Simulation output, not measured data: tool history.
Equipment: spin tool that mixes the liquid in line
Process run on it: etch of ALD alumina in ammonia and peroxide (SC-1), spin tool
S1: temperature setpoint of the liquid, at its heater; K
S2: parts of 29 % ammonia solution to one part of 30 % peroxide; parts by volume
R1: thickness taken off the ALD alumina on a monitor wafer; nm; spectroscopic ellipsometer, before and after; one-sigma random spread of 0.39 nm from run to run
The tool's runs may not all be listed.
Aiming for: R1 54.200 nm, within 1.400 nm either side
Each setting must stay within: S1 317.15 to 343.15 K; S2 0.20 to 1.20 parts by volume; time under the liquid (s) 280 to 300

{"run": 1, "hour": 0.0, "S1": 333.15, "S2": 0.75, "time under the liquid (s)": 280, "R1": 38.397}
{"run": 2, "hour": 5.5, "S1": 330.65, "S2": 0.75, "time under the liquid (s)": 280, "R1": 34.03}
{"run": 3, "hour": 10.6, "S1": 330.65, "S2": 0.75, "time under the liquid (s)": 280, "R1": 33.807}
{"run": 4, "hour": 15.0, "S1": 330.65, "S2": 0.75, "time under the liquid (s)": 300, "R1": 36.333}
{"run": 5, "hour": 17.2, "S1": 327.15, "S2": 0.75, "time under the liquid (s)": 300, "R1": 29.849}
{"run": 6, "hour": 20.4, "S1": 327.15, "S2": 1.05, "time under the liquid (s)": 300, "R1": 30.359}
{"run": 7, "hour": 25.6, "S1": 327.15, "S2": 1.05, "time under the liquid (s)": 300, "R1": 31.135}
{"run": 8, "hour": 26.8, "S1": 328.15, "S2": 1.05, "time under the liquid (s)": 300, "R1": 32.357}
{"run": 9, "hour": 29.0, "S1": 329.15, "S2": 1.05, "time under the liquid (s)": 300, "R1": 34.408}
{"run": 10, "hour": 34.5, "S1": 330.15, "S2": 1.05, "time under the liquid (s)": 300, "R1": 36.352}
{"run": 11, "hour": 40.9, "S1": 330.65, "S2": 1.05, "time under the liquid (s)": 300, "R1": 37.277}
{"run": 12, "hour": 43.5, "S1": 331.15, "S2": 1.05, "time under the liquid (s)": 300, "R1": 37.485}
{"run": 13, "hour": 50.3, "S1": 332.15, "S2": 1.05, "time under the liquid (s)": 300, "R1": 39.478}
{"run": 14, "hour": 58.5, "S1": 332.65, "S2": 1.05, "time under the liquid (s)": 300, "R1": 41.024}
{"run": 15, "hour": 59.6, "S1": 333.15, "S2": 1.05, "time under the liquid (s)": 300, "R1": 42.378}
{"run": 16, "hour": 68.5, "S1": 333.65, "S2": 1.05, "time under the liquid (s)": 300, "R1": 43.731}
{"run": 17, "hour": 76.4, "S1": 334.15, "S2": 1.05, "time under the liquid (s)": 300, "R1": 44.964}

Which of these 5 next moves meets every target?
{"run": "A", "hour": 84.3, "S1": 338.15, "S2": 0.9, "time under the liquid (s)": 300, "R1": "?"}
{"run": "B", "hour": 84.3, "S1": 337.65, "S2": 0.95, "time under the liquid (s)": 285, "R1": "?"}
{"run": "C", "hour": 84.3, "S1": 336.65, "S2": 0.85, "time under the liquid (s)": 300, "R1": "?"}
{"run": "D", "hour": 84.3, "S1": 336.65, "S2": 1.15, "time under the liquid (s)": 300, "R1": "?"}
{"run": "E", "hour": 84.3, "S1": 337.15, "S2": 0.9, "time under the liquid (s)": 300, "R1": "?"}

move=A R1=53.209
move=B R1=49.560
move=C R1=49.110
move=D R1=50.530
move=E R1=50.626
A: all results in spec
B: better than the last run, though not everything is in spec
C: better than the last run, though not everything is in spec
D: better than the last run, though not everything is in spec
E: better than the last run, though not everything is in spec
A meets every target.
